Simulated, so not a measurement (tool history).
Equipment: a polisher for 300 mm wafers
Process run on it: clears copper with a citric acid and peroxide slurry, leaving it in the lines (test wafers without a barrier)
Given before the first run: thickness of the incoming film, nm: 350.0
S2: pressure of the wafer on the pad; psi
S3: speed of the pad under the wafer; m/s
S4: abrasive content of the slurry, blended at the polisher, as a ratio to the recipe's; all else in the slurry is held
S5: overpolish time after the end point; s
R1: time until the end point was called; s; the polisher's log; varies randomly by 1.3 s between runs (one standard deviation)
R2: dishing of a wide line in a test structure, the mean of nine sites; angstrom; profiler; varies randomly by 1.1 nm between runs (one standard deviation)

run 1 hour=0.0 | flow_of_slurry_(ml/min)=155 S2=4.0 S3=0.98 S4=1.0 S5=18 | R1=117.730 R2=345.07
run 2 hour=3.8 | flow_of_slurry_(ml/min)=155 S2=4.7 S3=0.98 S4=1.0 S5=18 | R1=101.220 R2=368.53
run 3 hour=12.3 | flow_of_slurry_(ml/min)=155 S2=5.3 S3=0.98 S4=1.0 S5=18 | R1=91.660 R2=401.98
run 4 hour=16.6 | flow_of_slurry_(ml/min)=155 S2=5.3 S3=0.98 S4=1.0 S5=12 | R1=88.798 R2=299.50
run 5 hour=20.2 | flow_of_slurry_(ml/min)=155 S2=5.2 S3=0.98 S4=1.0 S5=14 | R1=93.099 R2=341.09
run 6 hour=27.8 | flow_of_slurry_(ml/min)=155 S2=6.1 S3=0.98 S4=1.0 S5=14 | R1=78.323 R2=385.96

Run 7 comes next. What will it give?
run 7 hour=33.3 | flow_of_slurry_(ml/min)=155 S2=5.9 S3=0.98 S4=1.0 S5=15 | R1=? R2=?

Run 7 yielded R1 81.851 s, R2 388.68 angstrom.

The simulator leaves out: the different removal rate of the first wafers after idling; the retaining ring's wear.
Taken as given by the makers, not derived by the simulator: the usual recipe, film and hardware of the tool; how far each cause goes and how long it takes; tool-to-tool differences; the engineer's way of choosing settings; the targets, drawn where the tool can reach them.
